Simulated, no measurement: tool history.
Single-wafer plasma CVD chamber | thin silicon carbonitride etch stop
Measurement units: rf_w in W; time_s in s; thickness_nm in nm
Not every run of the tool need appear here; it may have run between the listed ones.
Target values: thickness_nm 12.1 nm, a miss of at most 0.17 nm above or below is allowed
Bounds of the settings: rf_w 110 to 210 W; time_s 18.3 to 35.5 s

| run | hour | rf_w | time_s | thickness_nm |
|---|---|---|---|---|
| 1 | 0 | 160 | 26.9 | 12.942 |
| 2 | 7.5 | 160 | 29.4 | 14.172 |
| 3 | 8.9 | 150 | 28.9 | 13.544 |
| 4 | 16 | 140 | 28.7 | 13.052 |
| 5 | 25 | 140 | 25.6 | 11.71 |
| 6 | 32.8 | 120 | 25.6 | 10.86 |
| 7 | 33.8 | 125 | 25.7 | 11.112 |
| 8 | 40.3 | 130 | 25.7 | 11.296 |
| 9 | 46.3 | 135 | 25.7 | 11.528 |
| 10 | 51.6 | 140 | 25.7 | 11.791 |
| 11 | 52.2 | 145 | 25.7 | 11.856 |

Pick the move, out of 5, that brings all results within their allowed miss; only one does.
| A | 52.8 | 155 | 26.4 | ? |
| B | 52.8 | 135 | 28 | ? |
| C | 52.8 | 175 | 24.3 | ? |
| D | 52.8 | 145 | 27.2 | ? |
| E | 52.8 | 145 | 26.8 | ? |

| move | thickness_nm |
|---|---|
| A | 12.508 |
| B | 12.483 |
| C | 12.111 |
| D | 12.52 |
| E | 12.336 |
A: takes the biggest miss from the last run beyond its target
B: takes the biggest miss from the last run beyond its target
C: every result within its allowed miss
D: takes the biggest miss from the last run beyond its target
E: takes the biggest miss from the last run beyond its target
The move that meets every target is C.
